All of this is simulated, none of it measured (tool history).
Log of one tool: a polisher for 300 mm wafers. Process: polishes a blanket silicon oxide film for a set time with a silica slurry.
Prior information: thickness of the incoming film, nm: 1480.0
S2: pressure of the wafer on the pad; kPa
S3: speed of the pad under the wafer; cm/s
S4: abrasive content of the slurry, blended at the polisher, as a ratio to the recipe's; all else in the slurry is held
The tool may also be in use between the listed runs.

{"run": 1, "day": 0.0, "flow of slurry (ml/min)": 260, "S2": 21.4, "S3": 110, "S4": 1.0, "polishing time (s)": 49, "film removed (angstrom)": 1154.1}
{"run": 2, "day": 0.196, "flow of slurry (ml/min)": 260, "S2": 24.1, "S3": 112, "S4": 1.0, "polishing time (s)": 49, "film removed (angstrom)": 1274.6}
{"run": 3, "day": 0.279, "flow of slurry (ml/min)": 260, "S2": 24.1, "S3": 112, "S4": 0.9, "polishing time (s)": 49, "film removed (angstrom)": 1232.9}
{"run": 4, "day": 0.621, "flow of slurry (ml/min)": 260, "S2": 24.1, "S3": 112, "S4": 1.05, "polishing time (s)": 49, "film removed (angstrom)": 1361.6}
{"run": 5, "day": 0.912, "flow of slurry (ml/min)": 260, "S2": 24.1, "S3": 98, "S4": 1.05, "polishing time (s)": 49, "film removed (angstrom)": 1244.3}
{"run": 6, "day": 1.262, "flow of slurry (ml/min)": 260, "S2": 26.9, "S3": 100, "S4": 1.05, "polishing time (s)": 49, "film removed (angstrom)": 1388.2}
{"run": 7, "day": 1.579, "flow of slurry (ml/min)": 260, "S2": 29.0, "S3": 102, "S4": 1.05, "polishing time (s)": 49, "film removed (angstrom)": 1505.1}
{"run": 8, "day": 1.625, "flow of slurry (ml/min)": 260, "S2": 30.3, "S3": 102, "S4": 1.05, "polishing time (s)": 49, "film removed (angstrom)": 1585.4}

What will run 9 give?
{"run": 9, "day": 1.692, "flow of slurry (ml/min)": 260, "S2": 31.7, "S3": 102, "S4": 1.05, "polishing time (s)": 49, "film removed (angstrom)": "?"}

{"run 9": {"film removed (angstrom)": 1686.4}}
